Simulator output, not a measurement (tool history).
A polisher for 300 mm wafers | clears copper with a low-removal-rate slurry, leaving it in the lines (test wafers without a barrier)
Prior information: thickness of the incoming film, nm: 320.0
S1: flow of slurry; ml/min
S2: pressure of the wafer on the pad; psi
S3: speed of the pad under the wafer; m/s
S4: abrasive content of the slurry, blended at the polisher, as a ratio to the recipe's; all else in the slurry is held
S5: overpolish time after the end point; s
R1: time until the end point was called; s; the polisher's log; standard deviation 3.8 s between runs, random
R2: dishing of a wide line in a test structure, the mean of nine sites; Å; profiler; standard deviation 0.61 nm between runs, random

run	hour	S1	S2	S3	S4	S5	R1	R2
1	0	290	2.2	0.88	1	24	141.85	409.25
2	8.6	290	2	0.88	1	25	147.54	363.74
3	11.5	290	2.5	0.88	1	25	124.12	459.48
4	15.6	290	2	0.88	1	25	150.95	369.19
5	23.9	290	2	1	1	25	137.85	411.13
6	31.1	290	2	1	1	21	136.73	343.26
7	35.9	290	1.9	0.96	1	23	148.57	369.46
8	37.2	290	1.8	0.92	1	25	163.18	352.91

Run 9, settings as shown, results not yet in. Your forecast:
9	44.6	280	1.2	0.82	0.95	36	?	?

Run 9 produced R1 258.6 s, R2 311.69 Å.
